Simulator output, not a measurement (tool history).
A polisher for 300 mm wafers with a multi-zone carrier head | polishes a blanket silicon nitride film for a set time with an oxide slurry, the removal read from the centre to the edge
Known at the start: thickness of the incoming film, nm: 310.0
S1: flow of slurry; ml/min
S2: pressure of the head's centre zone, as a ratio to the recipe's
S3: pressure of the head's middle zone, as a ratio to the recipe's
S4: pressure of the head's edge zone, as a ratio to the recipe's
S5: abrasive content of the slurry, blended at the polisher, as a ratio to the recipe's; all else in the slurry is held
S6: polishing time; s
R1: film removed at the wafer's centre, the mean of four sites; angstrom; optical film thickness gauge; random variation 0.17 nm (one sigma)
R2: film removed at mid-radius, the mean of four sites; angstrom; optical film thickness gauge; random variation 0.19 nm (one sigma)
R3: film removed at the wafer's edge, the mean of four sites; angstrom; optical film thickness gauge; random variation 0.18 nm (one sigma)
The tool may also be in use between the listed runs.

| run | hour | S1 | S2 | S3 | S4 | S5 | S6 | R1 | R2 | R3 |
|---|---|---|---|---|---|---|---|---|---|---|
| 1 | 0.0 | 290 | 1.00 | 1.00 | 1.00 | 1.00 | 31 | 195.44 | 197.83 | 201.45 |
| 2 | 2.0 | 285 | 0.97 | 0.99 | 0.98 | 0.95 | 31 | 182.18 | 190.73 | 192.93 |
| 3 | 9.8 | 285 | 1.02 | 0.99 | 0.98 | 0.95 | 31 | 189.64 | 188.24 | 192.62 |
| 4 | 11.3 | 240 | 1.02 | 0.99 | 0.98 | 0.95 | 31 | 185.76 | 185.29 | 191.37 |
| 5 | 18.9 | 235 | 0.99 | 0.98 | 0.96 | 0.95 | 31 | 178.94 | 185.25 | 185.56 |
| 6 | 27.4 | 235 | 0.99 | 1.04 | 0.96 | 0.95 | 31 | 183.72 | 190.29 | 189.64 |
| 7 | 36.0 | 230 | 0.96 | 1.02 | 0.95 | 0.95 | 31 | 177.05 | 189.43 | 191.22 |
| 8 | 40.5 | 230 | 0.94 | 1.01 | 0.93 | 0.90 | 31 | 165.24 | 185.36 | 177.86 |
| 9 | 48.8 | 225 | 0.93 | 1.00 | 0.94 | 0.90 | 31 | 162.12 | 181.53 | 176.24 |
| 10 | 55.5 | 220 | 0.92 | 0.99 | 0.95 | 0.90 | 31 | 160.30 | 174.47 | 180.44 |

The next listed run, before its measurement:
| 11 | 62.8 | 215 | 0.91 | 0.99 | 0.94 | 0.90 | 31 | ? | ? | ? |

Run 11 gave R1 160.09 angstrom, R2 175.59 angstrom, R3 178.12 angstrom.

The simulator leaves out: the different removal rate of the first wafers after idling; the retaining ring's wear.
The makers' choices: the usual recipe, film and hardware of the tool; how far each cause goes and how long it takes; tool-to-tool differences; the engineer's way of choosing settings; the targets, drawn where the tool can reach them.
